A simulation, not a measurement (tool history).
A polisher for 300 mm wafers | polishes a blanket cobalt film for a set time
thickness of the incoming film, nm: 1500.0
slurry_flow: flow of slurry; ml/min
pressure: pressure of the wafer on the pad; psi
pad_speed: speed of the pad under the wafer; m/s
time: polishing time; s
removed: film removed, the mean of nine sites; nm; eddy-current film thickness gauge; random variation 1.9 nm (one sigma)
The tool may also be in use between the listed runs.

| run | hour | slurry_flow | pressure | pad_speed | time | removed |
|---|---|---|---|---|---|---|
| 1 | 0.0 | 265 | 2.5 | 0.86 | 47 | 296.55 |
| 2 | 8.8 | 265 | 2.2 | 0.84 | 47 | 251.13 |
| 3 | 14.1 | 265 | 2.2 | 0.84 | 49 | 265.94 |
| 4 | 20.4 | 220 | 2.2 | 0.84 | 49 | 262.01 |
| 5 | 27.9 | 220 | 2.4 | 0.84 | 49 | 286.64 |
| 6 | 34.9 | 220 | 2.4 | 0.84 | 49 | 287.79 |
| 7 | 42.1 | 220 | 2.1 | 0.82 | 49 | 241.18 |
| 8 | 47.7 | 220 | 1.9 | 0.82 | 49 | 219.45 |
| 9 | 55.1 | 220 | 1.7 | 0.82 | 49 | 204.61 |
| 10 | 61.0 | 220 | 1.6 | 0.82 | 49 | 189.91 |
| 11 | 67.1 | 220 | 1.5 | 0.82 | 49 | 176.39 |

The next listed run, before its measurement:
| 12 | 71.8 | 220 | 1.4 | 0.82 | 49 | ? |

removed: 165.67 nm
